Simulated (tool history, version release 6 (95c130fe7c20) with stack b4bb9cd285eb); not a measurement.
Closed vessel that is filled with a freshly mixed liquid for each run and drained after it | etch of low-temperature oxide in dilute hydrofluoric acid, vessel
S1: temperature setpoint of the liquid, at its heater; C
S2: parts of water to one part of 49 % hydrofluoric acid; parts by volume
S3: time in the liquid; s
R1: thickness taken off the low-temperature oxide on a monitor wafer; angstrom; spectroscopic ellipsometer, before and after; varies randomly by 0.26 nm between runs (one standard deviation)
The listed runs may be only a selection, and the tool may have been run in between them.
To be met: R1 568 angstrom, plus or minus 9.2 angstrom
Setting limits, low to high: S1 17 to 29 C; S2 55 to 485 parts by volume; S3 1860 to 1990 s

run	hour	S1	S2	S3	R1
1	0	21	270	1860	695.93
2	5.5	23.5	270	1860	769.44
3	9.4	21.5	275	1860	697.47
4	13.5	21.5	275	1860	700.25
5	14.8	25	275	1860	790.64
6	23.4	23	280	1860	726.98
7	24.2	21.5	280	1860	689.6
8	28.9	20	285	1860	632.99
9	36	19	285	1860	609.15
10	44.5	18.5	285	1860	597.59

Which of these 4 next moves meets every target?
A	53	17	285	1875	?
B	53	18.5	280	1860	?
C	53	19	295	1990	?
D	53	18.5	280	1990	?

move	R1
A	570.07
B	611.88
C	624.79
D	654.65
A: each result inside its tolerance
B: further off than the last run
C: further off than the last run
D: further off than the last run
A is the move that brings every result within its allowed miss.

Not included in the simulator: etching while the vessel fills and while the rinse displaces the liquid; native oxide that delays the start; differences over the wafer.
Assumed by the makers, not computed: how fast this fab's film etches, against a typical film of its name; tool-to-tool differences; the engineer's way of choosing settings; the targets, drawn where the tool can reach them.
